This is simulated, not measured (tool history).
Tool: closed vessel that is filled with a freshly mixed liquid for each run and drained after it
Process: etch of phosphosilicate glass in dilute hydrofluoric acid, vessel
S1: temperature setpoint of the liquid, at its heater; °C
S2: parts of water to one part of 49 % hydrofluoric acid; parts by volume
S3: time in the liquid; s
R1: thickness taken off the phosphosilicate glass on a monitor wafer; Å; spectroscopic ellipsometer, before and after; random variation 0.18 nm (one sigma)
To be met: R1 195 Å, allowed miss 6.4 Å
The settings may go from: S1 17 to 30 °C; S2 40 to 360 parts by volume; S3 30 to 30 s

run,hour,S1,S2,S3,R1
1,0,22,200,30,78.478
2,8.7,22,170,30,94.695
3,14.9,22,140,30,119.78
4,21.1,22,70,30,257.58
5,27.7,22,135,30,126.16
6,35.8,22,65,30,283.88
7,38.1,21.5,65,30,276.92
8,41.4,21.5,70,30,256.54
9,46.3,21,70,30,245.05
10,47.7,20.5,70,30,243.31
11,55.7,20,70,30,240.78
12,64.5,19.5,70,30,235.73
13,67.2,18,75,30,204.25

4 next moves are on the table. One of them brings every result within its allowed miss. Which?
A,69.9,17.5,70,30,?
B,69.9,22.5,85,30,?
C,69.9,17,75,30,?
D,69.9,19.5,75,30,?

move,R1
A,213.4
B,212.74
C,193.89
D,215.56
A: further off than the last run
B: further off than the last run
C: meets every target
D: further off than the last run
The right move is C.
